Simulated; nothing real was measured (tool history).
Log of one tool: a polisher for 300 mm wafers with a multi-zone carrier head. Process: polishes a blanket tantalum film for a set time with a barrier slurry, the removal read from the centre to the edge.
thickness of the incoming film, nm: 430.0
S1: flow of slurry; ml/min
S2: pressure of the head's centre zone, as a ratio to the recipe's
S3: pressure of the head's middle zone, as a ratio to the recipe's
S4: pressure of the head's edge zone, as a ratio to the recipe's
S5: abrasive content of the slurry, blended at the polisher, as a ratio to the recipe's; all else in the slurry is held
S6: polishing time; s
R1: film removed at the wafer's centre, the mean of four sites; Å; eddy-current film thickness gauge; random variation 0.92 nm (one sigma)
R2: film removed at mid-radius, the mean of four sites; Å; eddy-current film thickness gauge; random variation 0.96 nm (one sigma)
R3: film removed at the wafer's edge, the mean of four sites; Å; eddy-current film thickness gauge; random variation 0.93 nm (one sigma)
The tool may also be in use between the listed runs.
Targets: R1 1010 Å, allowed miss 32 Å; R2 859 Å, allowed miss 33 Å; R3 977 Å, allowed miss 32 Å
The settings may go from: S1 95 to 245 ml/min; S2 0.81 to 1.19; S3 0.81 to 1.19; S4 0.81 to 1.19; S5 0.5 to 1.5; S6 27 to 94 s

Run 1, hour 0: S1 155 ml/min, S2 1, S3 1, S4 1, S5 1, S6 60 s. Result: R1 1335.1 Å, R2 1427.5 Å, R3 1404.1 Å.
Run 2, hour 1.1: S1 150 ml/min, S2 1.01, S3 0.97, S4 0.99, S5 0.9, S6 58 s. Result: R1 1251.5 Å, R2 1273.7 Å, R3 1316.8 Å.
Run 3, hour 6.4: S1 150 ml/min, S2 1.01, S3 0.91, S4 0.99, S5 0.9, S6 58 s. Result: R1 1255.4 Å, R2 1225.8 Å, R3 1287.6 Å.
Run 4, hour 12.2: S1 145 ml/min, S2 1.02, S3 0.89, S4 0.98, S5 0.85, S6 57 s. Result: R1 1228.1 Å, R2 1144.9 Å, R3 1237 Å.
Run 5, hour 19.9: S1 140 ml/min, S2 1.02, S3 0.88, S4 0.96, S5 0.8, S6 57 s. Result: R1 1211.4 Å, R2 1120 Å, R3 1215.8 Å.
Run 6, hour 22.8: S1 135 ml/min, S2 1.02, S3 0.87, S4 0.95, S5 0.75, S6 56 s. Result: R1 1143.6 Å, R2 1027 Å, R3 1133.8 Å.
Run 7, hour 23.4: S1 130 ml/min, S2 1.02, S3 0.86, S4 0.93, S5 0.75, S6 56 s. Result: R1 1132.8 Å, R2 1041.1 Å, R3 1131.4 Å.
Run 8, hour 26.9: S1 125 ml/min, S2 1.02, S3 0.85, S4 0.92, S5 0.7, S6 56 s. Result: R1 1116.2 Å, R2 980.37 Å, R3 1095.7 Å.
Run 9, hour 33.3: S1 120 ml/min, S2 1.02, S3 0.85, S4 0.91, S5 0.7, S6 56 s. Result: R1 1085.3 Å, R2 985.82 Å, R3 1097.1 Å.
Run 10, hour 34.4: S1 120 ml/min, S2 1.02, S3 0.85, S4 0.9, S5 0.65, S6 56 s. Result: R1 1047.4 Å, R2 972.71 Å, R3 1057.4 Å.
Run 11, hour 35.6: S1 115 ml/min, S2 1.03, S3 0.84, S4 0.9, S5 0.65, S6 56 s. Result: R1 1057.6 Å, R2 942.35 Å, R3 1045.5 Å.
Run 12, hour 39.2: S1 110 ml/min, S2 1.03, S3 0.84, S4 0.9, S5 0.65, S6 56 s. Result: R1 1056 Å, R2 930.82 Å, R3 1031.9 Å.

5 next moves are on the table. One of them brings every result within its allowed miss. Which?
Run A, hour 42.8: S1 95 ml/min, S2 1.03, S3 0.81, S4 0.84, S5 0.7, S6 53 s. Result: R1 ?, R2 ?, R3 ?.
Run B, hour 42.8: S1 110 ml/min, S2 0.97, S3 0.81, S4 1.04, S5 0.5, S6 60 s. Result: R1 ?, R2 ?, R3 ?.
Run C, hour 42.8: S1 110 ml/min, S2 1.02, S3 0.81, S4 1.03, S5 0.7, S6 52 s. Result: R1 ?, R2 ?, R3 ?.
Run D, hour 42.8: S1 115 ml/min, S2 1.15, S3 0.99, S4 0.81, S5 0.65, S6 54 s. Result: R1 ?, R2 ?, R3 ?.
Run E, hour 42.8: S1 105 ml/min, S2 1, S3 0.84, S4 0.9, S5 0.6, S6 54 s. Result: R1 ?, R2 ?, R3 ?.

move      R1      R2      R3
   A  1011.3  865.16  986.92
   B  956.28  866.66  1064.9
   C  1006.2  866.63    1061
   D  1155.1  1038.6  980.68
   E  955.98  866.13  978.61
A: meets every target
B: brings the result that was furthest off to its target, and leaves another outside
C: brings the result that was furthest off to its target, and leaves another outside
D: further off than the last run
E: brings the result that was furthest off to its target, and leaves another outside
Move A is the one to make.
